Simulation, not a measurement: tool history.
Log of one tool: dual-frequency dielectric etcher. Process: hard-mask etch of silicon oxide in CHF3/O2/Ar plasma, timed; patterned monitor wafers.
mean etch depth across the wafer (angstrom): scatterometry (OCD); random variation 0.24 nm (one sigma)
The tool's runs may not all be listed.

run,hour,source power (kW),bias power (kW),etch time (s),mean etch depth across the wafer (angstrom)
1,0.0,0.800,0.201,18.0,444.37
2,8.6,0.740,0.197,18.0,423.86
3,12.8,0.740,0.197,18.0,432.02
4,21.4,0.690,0.193,18.0,415.19
5,24.5,0.690,0.227,18.0,432.45
6,31.9,0.690,0.240,18.0,447.42

Forecast run 7:
7,37.6,0.640,0.236,18.0,?

Run 7 gave mean etch depth across the wafer (angstrom) 434.59.
